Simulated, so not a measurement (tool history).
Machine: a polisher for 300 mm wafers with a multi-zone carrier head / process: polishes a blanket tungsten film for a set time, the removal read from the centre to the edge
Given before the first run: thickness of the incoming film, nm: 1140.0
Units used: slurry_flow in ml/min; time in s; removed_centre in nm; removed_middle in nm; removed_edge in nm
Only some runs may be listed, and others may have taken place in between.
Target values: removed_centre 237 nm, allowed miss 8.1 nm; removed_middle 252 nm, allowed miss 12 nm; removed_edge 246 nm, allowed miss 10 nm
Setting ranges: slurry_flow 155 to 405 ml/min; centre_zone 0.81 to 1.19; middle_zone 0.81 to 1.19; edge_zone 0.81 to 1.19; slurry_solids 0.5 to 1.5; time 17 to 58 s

{"run": 1, "hour": 0.0, "slurry_flow": 260, "centre_zone": 1, "middle_zone": 1, "edge_zone": 1, "slurry_solids": 1, "time": 37, "removed_centre": 194.17, "removed_middle": 196.31, "removed_edge": 198.91}
{"run": 2, "hour": 0.9, "slurry_flow": 260, "centre_zone": 1.03, "middle_zone": 1, "edge_zone": 1, "slurry_solids": 1, "time": 37, "removed_centre": 198.08, "removed_middle": 195.64, "removed_edge": 200.26}
{"run": 3, "hour": 8.3, "slurry_flow": 260, "centre_zone": 1.04, "middle_zone": 1.02, "edge_zone": 1.01, "slurry_solids": 1.05, "time": 37, "removed_centre": 202.86, "removed_middle": 201.59, "removed_edge": 203.77}
{"run": 4, "hour": 13.8, "slurry_flow": 260, "centre_zone": 1.04, "middle_zone": 0.94, "edge_zone": 1.01, "slurry_solids": 1.05, "time": 37, "removed_centre": 201.74, "removed_middle": 188.29, "removed_edge": 204.41}
{"run": 5, "hour": 22.3, "slurry_flow": 260, "centre_zone": 0.96, "middle_zone": 0.94, "edge_zone": 1.01, "slurry_solids": 1.05, "time": 37, "removed_centre": 189.35, "removed_middle": 190.62, "removed_edge": 203.05}
{"run": 6, "hour": 30.5, "slurry_flow": 260, "centre_zone": 0.96, "middle_zone": 0.87, "edge_zone": 1.01, "slurry_solids": 1.05, "time": 37, "removed_centre": 188.75, "removed_middle": 185.99, "removed_edge": 208.44}
{"run": 7, "hour": 33.4, "slurry_flow": 265, "centre_zone": 0.96, "middle_zone": 0.89, "edge_zone": 1.01, "slurry_solids": 1.1, "time": 37, "removed_centre": 191.52, "removed_middle": 183.33, "removed_edge": 205.75}
{"run": 8, "hour": 36.9, "slurry_flow": 260, "centre_zone": 0.96, "middle_zone": 0.91, "edge_zone": 1.01, "slurry_solids": 1.1, "time": 38, "removed_centre": 195.3, "removed_middle": 192.63, "removed_edge": 213.28}
{"run": 9, "hour": 39.3, "slurry_flow": 260, "centre_zone": 0.96, "middle_zone": 0.94, "edge_zone": 1.01, "slurry_solids": 1.15, "time": 39, "removed_centre": 201.67, "removed_middle": 204.49, "removed_edge": 218.27}

Next run, 5 choices. One meets every target within its allowed miss, the rest don't. Which?
{"run": "A", "hour": 41.7, "slurry_flow": 200, "centre_zone": 0.99, "middle_zone": 1.08, "edge_zone": 0.99, "slurry_solids": 1.3, "time": 44, "removed_centre": "?", "removed_middle": "?", "removed_edge": "?"}
{"run": "B", "hour": 41.7, "slurry_flow": 245, "centre_zone": 0.95, "middle_zone": 1.16, "edge_zone": 0.85, "slurry_solids": 1.3, "time": 43, "removed_centre": "?", "removed_middle": "?", "removed_edge": "?"}
{"run": "C", "hour": 41.7, "slurry_flow": 245, "centre_zone": 1.04, "middle_zone": 1.18, "edge_zone": 0.82, "slurry_solids": 1.15, "time": 44, "removed_centre": "?", "removed_middle": "?", "removed_edge": "?"}
{"run": "D", "hour": 41.7, "slurry_flow": 310, "centre_zone": 1.08, "middle_zone": 1.1, "edge_zone": 0.86, "slurry_solids": 1.05, "time": 46, "removed_centre": "?", "removed_middle": "?", "removed_edge": "?"}
{"run": "E", "hour": 41.7, "slurry_flow": 280, "centre_zone": 0.81, "middle_zone": 1.19, "edge_zone": 0.82, "slurry_solids": 1.1, "time": 41, "removed_centre": "?", "removed_middle": "?", "removed_edge": "?"}

move=A removed_centre=234.17 removed_middle=246 removed_edge=247.31
move=B removed_centre=223.59 removed_middle=254.42 removed_edge=227.78
move=C removed_centre=244.57 removed_middle=256.39 removed_edge=223.79
move=D removed_centre=265.91 removed_middle=257.44 removed_edge=238.01
move=E removed_centre=177.57 removed_middle=240.69 removed_edge=208.27
A: in spec on every target
B: gains on the last run, yet a result remains outside its allowed miss
C: brings the result that was furthest off to its target, and leaves another outside
D: takes the result that was furthest off past its target
E: moves away from the targets compared with the last run
Go with A: it meets all targets.

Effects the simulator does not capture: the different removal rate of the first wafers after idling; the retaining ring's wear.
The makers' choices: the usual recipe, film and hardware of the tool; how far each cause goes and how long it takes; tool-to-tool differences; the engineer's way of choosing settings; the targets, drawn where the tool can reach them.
